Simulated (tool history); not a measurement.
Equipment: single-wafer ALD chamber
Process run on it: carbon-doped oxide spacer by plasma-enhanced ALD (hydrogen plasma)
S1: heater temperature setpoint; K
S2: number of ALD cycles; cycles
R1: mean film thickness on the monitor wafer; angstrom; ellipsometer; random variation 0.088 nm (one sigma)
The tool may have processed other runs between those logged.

run 1 hour=0 | S1=673.15 S2=640 | R1=328.37
run 2 hour=7.7 | S1=673.15 S2=611 | R1=313.28
run 3 hour=14.5 | S1=673.15 S2=652 | R1=333.64
run 4 hour=16.9 | S1=681.15 S2=652 | R1=325.02
run 5 hour=24.1 | S1=671.15 S2=652 | R1=334.32
run 6 hour=33.9 | S1=671.15 S2=702 | R1=362.07
run 7 hour=41.9 | S1=671.15 S2=702 | R1=359.55

Forecast run 8:
run 8 hour=51 | S1=673.15 S2=655 | R1=?

{"run 8": {"R1": 337.09}}
